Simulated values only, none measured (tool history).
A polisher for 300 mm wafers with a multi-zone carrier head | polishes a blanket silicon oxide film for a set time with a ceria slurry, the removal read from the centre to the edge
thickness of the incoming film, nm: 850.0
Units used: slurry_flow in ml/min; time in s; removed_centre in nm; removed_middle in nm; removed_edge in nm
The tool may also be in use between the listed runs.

run  hour  slurry_flow  centre_zone  middle_zone  edge_zone  time  removed_centre  removed_middle  removed_edge
  1   0.0          200         1.00         1.00       1.00    51          242.34          237.05        250.07
  2   5.3          205         0.99         1.02       1.01    51          236.55          249.76        251.07
  3   7.1          210         0.99         1.03       1.02    51          239.68          251.72        250.12
  4  15.7          210         0.99         1.03       1.02    41          189.59          199.94        201.66
  5  23.2          210         1.04         1.03       1.02    41          201.98          203.70        204.31
  6  25.6          210         1.11         1.03       1.02    41          217.63          199.43        202.44
  7  27.2          215         1.09         1.05       1.04    42          217.30          212.77        213.14
  8  33.1          220         1.08         1.07       1.06    43          222.50          220.40        216.54

Run 9 has not been measured yet. What should we expect?
  9  41.1          200         0.98         1.17       1.12    57               ?               ?             ?

{"run 9": {"removed_centre": 263.65, "removed_middle": 310.56, "removed_edge": 289.76}}
